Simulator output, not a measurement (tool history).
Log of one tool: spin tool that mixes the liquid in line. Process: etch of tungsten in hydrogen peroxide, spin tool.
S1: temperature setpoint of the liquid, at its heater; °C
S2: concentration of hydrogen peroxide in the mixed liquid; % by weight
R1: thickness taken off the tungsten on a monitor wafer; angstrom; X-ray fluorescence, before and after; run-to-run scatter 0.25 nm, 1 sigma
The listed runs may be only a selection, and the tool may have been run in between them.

Run 1, hour 0.0: S1 54.0 °C, S2 18.5 % by weight, time under the liquid (s) 55. Result: R1 903.79 angstrom.
Run 2, hour 2.0: S1 54.0 °C, S2 20.0 % by weight, time under the liquid (s) 55. Result: R1 926.35 angstrom.
Run 3, hour 8.6: S1 50.0 °C, S2 20.0 % by weight, time under the liquid (s) 55. Result: R1 742.87 angstrom.
Run 4, hour 13.1: S1 50.0 °C, S2 20.0 % by weight, time under the liquid (s) 60. Result: R1 801.25 angstrom.
Run 5, hour 13.7: S1 47.0 °C, S2 20.0 % by weight, time under the liquid (s) 60. Result: R1 670.05 angstrom.
Run 6, hour 19.5: S1 44.0 °C, S2 20.0 % by weight, time under the liquid (s) 60. Result: R1 554.96 angstrom.
Run 7, hour 25.8: S1 43.0 °C, S2 20.0 % by weight, time under the liquid (s) 60. Result: R1 519.02 angstrom.
Run 8, hour 30.9: S1 42.0 °C, S2 20.0 % by weight, time under the liquid (s) 60. Result: R1 488.16 angstrom.
Run 9, hour 36.2: S1 41.5 °C, S2 20.0 % by weight, time under the liquid (s) 60. Result: R1 468.93 angstrom.
Run 10, hour 36.9: S1 41.0 °C, S2 20.0 % by weight, time under the liquid (s) 60. Result: R1 459.09 angstrom.
Run 11, hour 44.8: S1 41.0 °C, S2 20.0 % by weight, time under the liquid (s) 60. Result: R1 458.14 angstrom.

What will run 12 give?
Run 12, hour 48.0: S1 40.5 °C, S2 20.0 % by weight, time under the liquid (s) 60. Result: R1 ?.

R1: 438.09 angstrom

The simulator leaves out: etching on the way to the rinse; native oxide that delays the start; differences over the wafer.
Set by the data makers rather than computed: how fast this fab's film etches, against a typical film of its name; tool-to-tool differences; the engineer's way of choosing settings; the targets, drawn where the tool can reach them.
